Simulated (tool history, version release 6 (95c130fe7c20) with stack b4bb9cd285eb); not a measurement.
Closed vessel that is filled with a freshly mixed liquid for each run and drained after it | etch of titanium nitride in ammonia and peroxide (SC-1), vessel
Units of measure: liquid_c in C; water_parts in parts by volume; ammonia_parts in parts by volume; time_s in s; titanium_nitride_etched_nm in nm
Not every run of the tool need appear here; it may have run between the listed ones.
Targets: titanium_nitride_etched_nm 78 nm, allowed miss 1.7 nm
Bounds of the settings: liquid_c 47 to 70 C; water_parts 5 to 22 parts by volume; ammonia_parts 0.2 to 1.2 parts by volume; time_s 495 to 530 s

Run 1, day 0: liquid_c 63 C, water_parts 12.5 parts by volume, ammonia_parts 0.8 parts by volume, time_s 495 s. Result: titanium_nitride_etched_nm 87.961 nm.
Run 2, day 0.121: liquid_c 63 C, water_parts 12.5 parts by volume, ammonia_parts 0.8 parts by volume, time_s 530 s. Result: titanium_nitride_etched_nm 95.092 nm.
Run 3, day 0.338: liquid_c 62 C, water_parts 12.5 parts by volume, ammonia_parts 0.8 parts by volume, time_s 530 s. Result: titanium_nitride_etched_nm 88.412 nm.
Run 4, day 0.421: liquid_c 62 C, water_parts 12.5 parts by volume, ammonia_parts 0.8 parts by volume, time_s 530 s. Result: titanium_nitride_etched_nm 88.451 nm.
Run 5, day 0.588: liquid_c 62 C, water_parts 11 parts by volume, ammonia_parts 0.8 parts by volume, time_s 530 s. Result: titanium_nitride_etched_nm 95.222 nm.
Run 6, day 0.825: liquid_c 62 C, water_parts 11 parts by volume, ammonia_parts 0.8 parts by volume, time_s 530 s. Result: titanium_nitride_etched_nm 95.148 nm.
Run 7, day 1.117: liquid_c 61 C, water_parts 11 parts by volume, ammonia_parts 0.8 parts by volume, time_s 530 s. Result: titanium_nitride_etched_nm 89.142 nm.
Run 8, day 1.404: liquid_c 60.5 C, water_parts 11 parts by volume, ammonia_parts 0.8 parts by volume, time_s 530 s. Result: titanium_nitride_etched_nm 85.788 nm.
Run 9, day 1.692: liquid_c 60 C, water_parts 11 parts by volume, ammonia_parts 0.8 parts by volume, time_s 530 s. Result: titanium_nitride_etched_nm 82.891 nm.

5 candidate next runs follow, results not yet known. Just one meets every target within its allowed miss. Identify it.
Run A, day 1.979: liquid_c 60.5 C, water_parts 11 parts by volume, ammonia_parts 0.65 parts by volume, time_s 495 s. Result: titanium_nitride_etched_nm ?.
Run B, day 1.979: liquid_c 64.5 C, water_parts 14.5 parts by volume, ammonia_parts 0.55 parts by volume, time_s 510 s. Result: titanium_nitride_etched_nm ?.
Run C, day 1.979: liquid_c 64.5 C, water_parts 13 parts by volume, ammonia_parts 0.6 parts by volume, time_s 495 s. Result: titanium_nitride_etched_nm ?.
Run D, day 1.979: liquid_c 61 C, water_parts 12.5 parts by volume, ammonia_parts 1 parts by volume, time_s 525 s. Result: titanium_nitride_etched_nm ?.
Run E, day 1.979: liquid_c 61.5 C, water_parts 12 parts by volume, ammonia_parts 0.85 parts by volume, time_s 530 s. Result: titanium_nitride_etched_nm ?.

move  titanium_nitride_etched_nm
   A                      77.638
   B                      86.835
   C                      90.774
   D                      85.438
   E                       88.66
A: in spec on every target
B: lands further from the targets than the last run did
C: lands further from the targets than the last run did
D: lands further from the targets than the last run did
E: lands further from the targets than the last run did
A is the move that brings every result within its allowed miss.
